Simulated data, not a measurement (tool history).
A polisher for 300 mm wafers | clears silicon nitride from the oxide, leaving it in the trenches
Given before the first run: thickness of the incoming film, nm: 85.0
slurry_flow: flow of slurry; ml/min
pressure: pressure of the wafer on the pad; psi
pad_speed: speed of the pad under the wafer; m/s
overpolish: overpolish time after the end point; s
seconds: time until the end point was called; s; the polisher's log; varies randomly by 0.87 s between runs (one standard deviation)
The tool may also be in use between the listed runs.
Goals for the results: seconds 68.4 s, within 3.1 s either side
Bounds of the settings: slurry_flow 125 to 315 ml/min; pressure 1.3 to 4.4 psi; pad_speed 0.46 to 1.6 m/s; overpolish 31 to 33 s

run,hour,slurry_flow,pressure,pad_speed,overpolish,seconds
1,0,205,2.8,1.02,31,105.38
2,8,205,3.1,1.02,31,94.753
3,13.5,205,3.1,1.14,31,86.249
4,17.7,205,3.3,1.14,31,81.851
5,24.2,205,3.4,1.14,31,79.058
6,28.5,205,3.5,1.14,31,75.599
7,32.2,205,3.6,1.14,31,74.867
8,37.5,205,3.7,1.14,31,71.746

Consider the 4 candidate settings below. Which is the only one whose results all fall within their allowed miss of target?
A,42.8,195,4,1.26,33,?
B,42.8,200,4.1,1.2,31,?
C,42.8,180,3.5,1.28,33,?
D,42.8,235,3.9,1.22,33,?

move,seconds
A,60.622
B,61.92
C,68.501
D,63.121
A: the result that was furthest off in the last run now lies on the other side of its target
B: the result that was furthest off in the last run now lies on the other side of its target
C: all results in spec
D: the result that was furthest off in the last run now lies on the other side of its target
So the answer is move C, the one that meets all the targets.
